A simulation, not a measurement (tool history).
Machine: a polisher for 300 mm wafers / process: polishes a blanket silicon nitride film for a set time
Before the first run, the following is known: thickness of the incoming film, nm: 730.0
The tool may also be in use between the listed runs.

run,hour,flow of slurry (ml/min),pressure of the wafer on the pad (kPa),speed of the pad under the wafer (m/s),polishing time (s),film removed (nm)
1,0.0,140,22.1,1.40,105,229.37
2,4.2,140,22.1,1.28,105,215.53
3,9.7,120,22.1,1.28,105,210.33
4,16.2,120,22.1,1.44,105,228.52
5,18.0,120,18.6,1.44,105,198.51
6,20.0,120,20.0,1.44,105,208.19
7,24.0,135,26.2,1.50,105,293.57

Run 8 has not been measured yet. What should we expect?
8,24.9,140,26.9,1.50,105,?

{"run 8": {"film removed (nm)": 297.07}}
